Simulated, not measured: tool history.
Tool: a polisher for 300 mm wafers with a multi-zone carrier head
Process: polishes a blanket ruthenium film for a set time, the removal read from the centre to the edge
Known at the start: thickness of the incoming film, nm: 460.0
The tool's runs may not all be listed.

| run | day | flow of slurry (ml/min) | pressure of the head's centre zone | pressure of the head's middle zone | pressure of the head's edge zone | polishing time (s) | film removed at the wafer's centre (Å) | film removed at mid-radius (Å) | film removed at the wafer's edge (Å) |
|---|---|---|---|---|---|---|---|---|---|
| 1 | 0 | 235 | 1 | 1 | 1 | 46 | 547.46 | 564.51 | 559.47 |
| 2 | 0.046 | 240 | 0.99 | 1 | 1.03 | 47 | 549.34 | 572.05 | 571.36 |
| 3 | 0.146 | 235 | 0.98 | 0.99 | 1.05 | 48 | 556.46 | 587.88 | 592.03 |
| 4 | 0.221 | 235 | 0.98 | 0.99 | 1.05 | 37 | 425.75 | 438.4 | 449.68 |
| 5 | 0.525 | 270 | 0.98 | 0.99 | 1.05 | 37 | 431.68 | 442.59 | 468.81 |
| 6 | 0.742 | 235 | 0.98 | 0.99 | 1.05 | 37 | 430.1 | 453.38 | 448.85 |
| 7 | 1.092 | 255 | 0.98 | 1.01 | 1.07 | 39 | 459.54 | 494.06 | 478.18 |
| 8 | 1.442 | 255 | 0.98 | 1.01 | 1.07 | 39 | 464.27 | 474.13 | 480.53 |
| 9 | 1.492 | 270 | 0.97 | 1.01 | 1.08 | 41 | 483.17 | 518.53 | 500.82 |
| 10 | 1.725 | 270 | 0.96 | 0.99 | 1.08 | 43 | 494.62 | 535.91 | 548.14 |

The next listed run, before its measurement:
| 11 | 1.95 | 280 | 0.96 | 0.98 | 1.09 | 44 | ? | ? | ? |

film removed at the wafer's centre (Å): 514.49
film removed at mid-radius (Å): 544.44
film removed at the wafer's edge (Å): 556.85
